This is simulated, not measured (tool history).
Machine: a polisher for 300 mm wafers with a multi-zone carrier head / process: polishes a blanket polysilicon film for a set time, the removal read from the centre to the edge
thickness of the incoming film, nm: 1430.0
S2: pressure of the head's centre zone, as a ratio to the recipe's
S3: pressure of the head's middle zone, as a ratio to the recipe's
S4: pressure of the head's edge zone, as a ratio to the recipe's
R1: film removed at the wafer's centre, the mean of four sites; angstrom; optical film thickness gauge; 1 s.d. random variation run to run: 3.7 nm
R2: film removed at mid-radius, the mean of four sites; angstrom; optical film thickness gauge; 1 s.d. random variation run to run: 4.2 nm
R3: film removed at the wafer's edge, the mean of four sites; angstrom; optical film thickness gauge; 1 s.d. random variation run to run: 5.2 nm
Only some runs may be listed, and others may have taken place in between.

Run 1, hour 0.0: flow of slurry (ml/min) 230, S2 1.00, S3 1.00, S4 1.00, polishing time (s) 57. Result: R1 3631.1 angstrom, R2 3591.6 angstrom, R3 3594.9 angstrom.
Run 2, hour 5.0: flow of slurry (ml/min) 230, S2 1.00, S3 0.95, S4 1.00, polishing time (s) 57. Result: R1 3675.8 angstrom, R2 3313.9 angstrom, R3 3676.1 angstrom.
Run 3, hour 8.2: flow of slurry (ml/min) 235, S2 1.02, S3 0.95, S4 1.01, polishing time (s) 57. Result: R1 3724.5 angstrom, R2 3328.0 angstrom, R3 3641.1 angstrom.
Run 4, hour 13.5: flow of slurry (ml/min) 240, S2 1.03, S3 0.95, S4 1.02, polishing time (s) 58. Result: R1 3827.3 angstrom, R2 3432.0 angstrom, R3 3825.7 angstrom.
Run 5, hour 20.4: flow of slurry (ml/min) 245, S2 1.05, S3 0.95, S4 1.02, polishing time (s) 58. Result: R1 3895.8 angstrom, R2 3429.2 angstrom, R3 3816.3 angstrom.
Run 6, hour 27.9: flow of slurry (ml/min) 250, S2 1.07, S3 0.95, S4 1.02, polishing time (s) 58. Result: R1 3997.7 angstrom, R2 3405.3 angstrom, R3 3838.9 angstrom.
Run 7, hour 32.3: flow of slurry (ml/min) 255, S2 1.08, S3 0.95, S4 1.03, polishing time (s) 58. Result: R1 4076.6 angstrom, R2 3452.7 angstrom, R3 3796.1 angstrom.
Run 8, hour 33.7: flow of slurry (ml/min) 260, S2 1.09, S3 0.95, S4 1.04, polishing time (s) 58. Result: R1 4102.2 angstrom, R2 3334.7 angstrom, R3 3772.3 angstrom.
Run 9, hour 35.5: flow of slurry (ml/min) 260, S2 1.09, S3 0.95, S4 1.04, polishing time (s) 59. Result: R1 4133.4 angstrom, R2 3519.9 angstrom, R3 3976.1 angstrom.

For run 10, what comes out?
Run 10, hour 39.6: flow of slurry (ml/min) 265, S2 1.10, S3 0.95, S4 1.04, polishing time (s) 59. Result: R1 ?, R2 ?, R3 ?.

R1: 4247.0 angstrom
R2: 3438.5 angstrom
R3: 3854.5 angstrom

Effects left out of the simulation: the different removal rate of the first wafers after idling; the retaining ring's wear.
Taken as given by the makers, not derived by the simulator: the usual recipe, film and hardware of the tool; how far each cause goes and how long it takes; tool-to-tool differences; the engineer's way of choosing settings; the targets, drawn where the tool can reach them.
